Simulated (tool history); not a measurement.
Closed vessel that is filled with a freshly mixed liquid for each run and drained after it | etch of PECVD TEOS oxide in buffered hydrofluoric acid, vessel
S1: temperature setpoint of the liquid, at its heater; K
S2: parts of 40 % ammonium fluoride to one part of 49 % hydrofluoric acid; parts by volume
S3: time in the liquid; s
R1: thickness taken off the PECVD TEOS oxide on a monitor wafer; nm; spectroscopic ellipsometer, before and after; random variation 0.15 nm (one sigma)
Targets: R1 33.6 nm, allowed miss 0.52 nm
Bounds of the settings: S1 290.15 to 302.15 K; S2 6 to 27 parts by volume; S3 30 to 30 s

run	hour	S1	S2	S3	R1
1	0	294.15	16.5	30	54.811
2	4.8	293.15	17.5	30	48.784
3	11.2	292.65	18	30	45.835
4	12.2	292.15	18.5	30	43.341
5	15.7	291.65	19	30	41.03
6	17.6	291.15	19.5	30	38.665
7	19.3	291.15	20	30	37.842
8	23.1	290.65	20.5	30	36.141
9	23.7	290.15	21	30	34.614

Which of these 4 next moves meets every target?
A	24.3	290.15	19.5	30	?
B	24.3	290.15	22	30	?
C	24.3	291.65	22.5	30	?
D	24.3	290.15	20.5	30	?

move	R1
A	36.537
B	33.361
C	35.81
D	35.03
A: further off than the last run
B: meets every target
C: further off than the last run
D: further off than the last run
Move B is the one to make.

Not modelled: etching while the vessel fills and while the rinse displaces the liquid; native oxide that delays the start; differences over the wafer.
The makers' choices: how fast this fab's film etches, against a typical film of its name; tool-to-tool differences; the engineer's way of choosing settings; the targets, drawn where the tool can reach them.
